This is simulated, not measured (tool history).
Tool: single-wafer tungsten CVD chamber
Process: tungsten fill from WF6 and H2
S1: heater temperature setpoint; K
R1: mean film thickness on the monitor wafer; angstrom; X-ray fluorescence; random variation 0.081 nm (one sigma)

Run 1, hour 0: S1 668.15 K, chamber pressure (Pa) 4666, deposition time (s) 10.6. Result: R1 324.1 angstrom.
Run 2, hour 0.5: S1 677.15 K, chamber pressure (Pa) 4666, deposition time (s) 10.6. Result: R1 389.37 angstrom.
Run 3, hour 5.5: S1 669.15 K, chamber pressure (Pa) 4653, deposition time (s) 10.6. Result: R1 329.35 angstrom.
Run 4, hour 9.5: S1 669.15 K, chamber pressure (Pa) 4653, deposition time (s) 10. Result: R1 311.07 angstrom.
Run 5, hour 15.6: S1 669.15 K, chamber pressure (Pa) 5093, deposition time (s) 10. Result: R1 324.17 angstrom.
Run 6, hour 19.7: S1 664.15 K, chamber pressure (Pa) 5080, deposition time (s) 10. Result: R1 288.88 angstrom.
Run 7, hour 21: S1 664.15 K, chamber pressure (Pa) 5080, deposition time (s) 10. Result: R1 290.27 angstrom.
Run 8, hour 30: S1 661.15 K, chamber pressure (Pa) 5080, deposition time (s) 10. Result: R1 270.28 angstrom.
Run 9, hour 38.2: S1 659.15 K, chamber pressure (Pa) 5080, deposition time (s) 10. Result: R1 261.33 angstrom.
Run 10, hour 42.4: S1 658.15 K, chamber pressure (Pa) 5080, deposition time (s) 10. Result: R1 253.68 angstrom.

Run 11 comes next. What will it give?
Run 11, hour 45.3: S1 657.15 K, chamber pressure (Pa) 5080, deposition time (s) 10. Result: R1 ?.

R1: 248.82 angstrom
